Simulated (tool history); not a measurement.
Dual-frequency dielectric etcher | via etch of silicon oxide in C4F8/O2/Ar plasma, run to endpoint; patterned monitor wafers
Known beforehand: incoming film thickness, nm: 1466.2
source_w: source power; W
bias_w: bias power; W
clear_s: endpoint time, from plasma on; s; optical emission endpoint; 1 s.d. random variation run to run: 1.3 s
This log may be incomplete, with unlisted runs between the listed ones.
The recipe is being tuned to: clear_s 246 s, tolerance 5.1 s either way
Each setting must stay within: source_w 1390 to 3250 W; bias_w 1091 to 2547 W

{"run": 1, "day": 0.0, "source_w": 2320, "bias_w": 1819, "clear_s": 288.17}
{"run": 2, "day": 0.162, "source_w": 2320, "bias_w": 2042, "clear_s": 278.52}
{"run": 3, "day": 0.462, "source_w": 2630, "bias_w": 2042, "clear_s": 262.49}
{"run": 4, "day": 0.612, "source_w": 2320, "bias_w": 2042, "clear_s": 278.78}
{"run": 5, "day": 0.946, "source_w": 1990, "bias_w": 2042, "clear_s": 299.64}
{"run": 6, "day": 1.229, "source_w": 1990, "bias_w": 1913, "clear_s": 303.23}
{"run": 7, "day": 1.317, "source_w": 2250, "bias_w": 1960, "clear_s": 283.31}
{"run": 8, "day": 1.617, "source_w": 2710, "bias_w": 2062, "clear_s": 260.2}
{"run": 9, "day": 1.808, "source_w": 2790, "bias_w": 2078, "clear_s": 254.52}
{"run": 10, "day": 1.942, "source_w": 2830, "bias_w": 2087, "clear_s": 255.86}

5 candidate next runs follow, results not yet known. Just one meets every target within its allowed miss. Identify it.
{"run": "A", "day": 2.075, "source_w": 2440, "bias_w": 2290, "clear_s": "?"}
{"run": "B", "day": 2.075, "source_w": 2810, "bias_w": 2002, "clear_s": "?"}
{"run": "C", "day": 2.075, "source_w": 2370, "bias_w": 2318, "clear_s": "?"}
{"run": "D", "day": 2.075, "source_w": 2890, "bias_w": 1909, "clear_s": "?"}
{"run": "E", "day": 2.075, "source_w": 2950, "bias_w": 2154, "clear_s": "?"}

move=A clear_s=264.13
move=B clear_s=256.54
move=C clear_s=266.81
move=D clear_s=256.37
move=E clear_s=246.26
A: its largest miss is bigger than the last run's
B: its largest miss is bigger than the last run's
C: its largest miss is bigger than the last run's
D: its largest miss is bigger than the last run's
E: every result within its allowed miss
Move E is the one to make.

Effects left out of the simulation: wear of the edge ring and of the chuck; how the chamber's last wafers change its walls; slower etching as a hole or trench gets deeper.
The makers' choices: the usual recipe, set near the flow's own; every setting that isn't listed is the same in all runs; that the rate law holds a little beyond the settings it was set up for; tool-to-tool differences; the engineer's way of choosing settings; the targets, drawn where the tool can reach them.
